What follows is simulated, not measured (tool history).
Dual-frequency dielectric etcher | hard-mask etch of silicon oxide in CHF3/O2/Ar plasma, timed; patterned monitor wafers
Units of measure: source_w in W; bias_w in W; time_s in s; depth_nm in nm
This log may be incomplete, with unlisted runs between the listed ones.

run,hour,source_w,bias_w,time_s,depth_nm
1,0,490,158,12.5,21.693
2,1.6,490,158,11.5,19.978
3,3.5,490,132,11.5,18.196
4,9.9,500,133,11.5,18.553
5,17.5,420,133,11.5,17.572
6,18.4,440,136,11.5,17.892

Forecast run 7:
7,19.4,460,138,11.5,?

depth_nm: 18.373 nm
